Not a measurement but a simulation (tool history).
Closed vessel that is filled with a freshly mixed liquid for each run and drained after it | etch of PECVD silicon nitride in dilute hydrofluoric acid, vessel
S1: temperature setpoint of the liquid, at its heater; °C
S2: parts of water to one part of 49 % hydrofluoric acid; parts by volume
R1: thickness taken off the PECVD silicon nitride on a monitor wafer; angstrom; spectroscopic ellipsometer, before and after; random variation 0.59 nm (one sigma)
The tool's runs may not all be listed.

Run 1, hour 0.0: S1 22.0 °C, S2 150 parts by volume, time in the liquid (s) 3225. Result: R1 499.56 angstrom.
Run 2, hour 3.2: S1 23.0 °C, S2 150 parts by volume, time in the liquid (s) 3225. Result: R1 522.26 angstrom.
Run 3, hour 4.6: S1 24.0 °C, S2 150 parts by volume, time in the liquid (s) 3225. Result: R1 568.74 angstrom.
Run 4, hour 10.4: S1 24.5 °C, S2 150 parts by volume, time in the liquid (s) 3225. Result: R1 588.44 angstrom.
Run 5, hour 13.7: S1 25.0 °C, S2 150 parts by volume, time in the liquid (s) 3225. Result: R1 609.19 angstrom.
At hour 18.2: thermometer replaced.
Run 6, hour 18.2: S1 25.5 °C, S2 150 parts by volume, time in the liquid (s) 3225. Result: R1 577.73 angstrom.
Run 7, hour 20.2: S1 26.0 °C, S2 145 parts by volume, time in the liquid (s) 3225. Result: R1 617.60 angstrom.

Forecast run 8:
Run 8, hour 28.0: S1 26.5 °C, S2 145 parts by volume, time in the liquid (s) 3225. Result: R1 ?.

{"run 8": {"R1": 639.39}}
